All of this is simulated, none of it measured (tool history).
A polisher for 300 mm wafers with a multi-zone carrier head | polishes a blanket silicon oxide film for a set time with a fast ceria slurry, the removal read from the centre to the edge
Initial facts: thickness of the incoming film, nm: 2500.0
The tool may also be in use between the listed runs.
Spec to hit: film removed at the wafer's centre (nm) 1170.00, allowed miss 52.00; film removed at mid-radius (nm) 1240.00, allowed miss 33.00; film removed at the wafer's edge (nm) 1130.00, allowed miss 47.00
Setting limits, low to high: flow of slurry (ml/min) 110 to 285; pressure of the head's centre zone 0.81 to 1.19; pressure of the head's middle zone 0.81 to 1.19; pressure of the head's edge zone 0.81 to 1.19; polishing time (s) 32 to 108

run	day	flow of slurry (ml/min)	pressure of the head's centre zone	pressure of the head's middle zone	pressure of the head's edge zone	polishing time (s)	film removed at the wafer's centre (nm)	film removed at mid-radius (nm)	film removed at the wafer's edge (nm)
1	0.000	180	1.00	1.00	1.00	70	899.33	921.04	842.94
2	0.246	190	1.01	1.02	1.04	74	955.91	996.80	903.36
3	0.546	190	1.01	0.97	1.04	74	950.37	957.88	913.27
4	0.633	200	1.02	0.99	1.06	77	991.27	1034.10	961.23
5	0.850	200	1.02	1.07	1.06	77	983.26	1089.40	964.96
6	0.883	220	1.02	1.07	1.06	77	1032.80	1108.50	975.08
7	0.938	230	1.03	1.07	1.09	79	1079.20	1159.20	996.88
# day 1.171: edge zone pressure recalibrated
8	1.171	200	1.00	1.02	1.10	90	1166.00	1215.50	1207.10

Pick the move, out of 5, that brings all results within their allowed miss; only one does.
A	1.404	150	0.90	0.92	1.16	101	?	?	?
B	1.404	225	1.03	1.06	1.07	86	?	?	?
C	1.404	225	1.05	1.02	1.11	83	?	?	?
D	1.404	190	1.01	1.02	1.12	92	?	?	?
E	1.404	215	0.94	0.83	1.18	101	?	?	?

move	film removed at the wafer's centre (nm)	film removed at mid-radius (nm)	film removed at the wafer's edge (nm)
A	1114.50	1186.40	1328.10
B	1177.30	1220.50	1149.30
C	1158.20	1139.90	1126.60
D	1200.10	1232.10	1230.00
E	1250.10	1161.50	1403.50
A: its largest miss is bigger than the last run's
B: every result lands within tolerance
C: gets the furthest-off result to its target, but another result is out of tolerance
D: its largest miss is bigger than the last run's
E: its largest miss is bigger than the last run's
So the answer is move B, the one that meets all the targets.

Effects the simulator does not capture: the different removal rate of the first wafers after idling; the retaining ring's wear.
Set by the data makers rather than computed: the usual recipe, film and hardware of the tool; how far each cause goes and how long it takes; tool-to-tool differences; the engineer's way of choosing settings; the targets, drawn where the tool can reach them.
